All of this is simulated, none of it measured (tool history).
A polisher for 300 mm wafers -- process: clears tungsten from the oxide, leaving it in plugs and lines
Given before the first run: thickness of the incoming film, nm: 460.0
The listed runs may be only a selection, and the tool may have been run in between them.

run  hour  flow of slurry (ml/min)  pressure of the wafer on the pad (psi)  speed of the pad under the wafer (cm/s)  abrasive content of the slurry  overpolish time after the end point (s)  time until the end point was called (s)
  1     0                      175                                     3.4                                       94                               1                                        3                                   137.47
  2   0.6                      175                                     3.4                                       94                               1                                        3                                   135.52
  3   4.3                      175                                     2.9                                       94                               1                                        3                                   150.67
  4  12.2                      175                                     2.4                                       92                               1                                        3                                   174.24
  5  13.9                      175                                     2.1                                       92                               1                                        3                                   183.69
  6  22.3                      175                                     2.1                                       92                             0.9                                        3                                   186.09
  7    28                      175                                     1.9                                       90                             0.9                                        3                                   202.53
  8    30                      175                                     1.8                                       90                             0.9                                        3                                   208.77

Forecast run 9:
  9  35.1                      175                                     1.8                                       90                             0.9                                        3                                        ?

Run 9 came out at time until the end point was called (s) 206.2.

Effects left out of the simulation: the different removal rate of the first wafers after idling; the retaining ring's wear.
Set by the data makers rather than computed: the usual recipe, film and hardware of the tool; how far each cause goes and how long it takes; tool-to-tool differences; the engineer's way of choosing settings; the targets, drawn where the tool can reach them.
